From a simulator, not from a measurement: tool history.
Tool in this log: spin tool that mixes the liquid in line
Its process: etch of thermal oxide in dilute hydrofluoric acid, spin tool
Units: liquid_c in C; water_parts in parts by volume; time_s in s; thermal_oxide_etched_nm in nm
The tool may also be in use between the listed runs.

Run 1, hour 0.0: liquid_c 21.0 C, water_parts 230 parts by volume, time_s 290 s. Result: thermal_oxide_etched_nm 4.9928 nm.
Run 2, hour 8.7: liquid_c 19.0 C, water_parts 230 parts by volume, time_s 290 s. Result: thermal_oxide_etched_nm 4.6558 nm.
Run 3, hour 13.2: liquid_c 18.5 C, water_parts 240 parts by volume, time_s 290 s. Result: thermal_oxide_etched_nm 4.3458 nm.
Run 4, hour 18.3: liquid_c 18.5 C, water_parts 200 parts by volume, time_s 290 s. Result: thermal_oxide_etched_nm 5.4414 nm.
Run 5, hour 21.4: liquid_c 22.0 C, water_parts 200 parts by volume, time_s 290 s. Result: thermal_oxide_etched_nm 6.0925 nm.
Run 6, hour 26.0: liquid_c 22.0 C, water_parts 120 parts by volume, time_s 290 s. Result: thermal_oxide_etched_nm 11.1960 nm.
Run 7, hour 32.4: liquid_c 21.0 C, water_parts 150 parts by volume, time_s 290 s. Result: thermal_oxide_etched_nm 8.2665 nm.
Run 8, hour 34.6: liquid_c 20.0 C, water_parts 175 parts by volume, time_s 290 s. Result: thermal_oxide_etched_nm 6.6489 nm.
Run 9, hour 42.0: liquid_c 17.0 C, water_parts 265 parts by volume, time_s 290 s. Result: thermal_oxide_etched_nm 3.6963 nm.
Run 10, hour 45.3: liquid_c 17.0 C, water_parts 270 parts by volume, time_s 290 s. Result: thermal_oxide_etched_nm 3.5637 nm.

Predict the results of run 11:
Run 11, hour 53.9: liquid_c 17.0 C, water_parts 270 parts by volume, time_s 290 s. Result: thermal_oxide_etched_nm ?.

Logged for run 11: thermal_oxide_etched_nm 3.4814 nm.
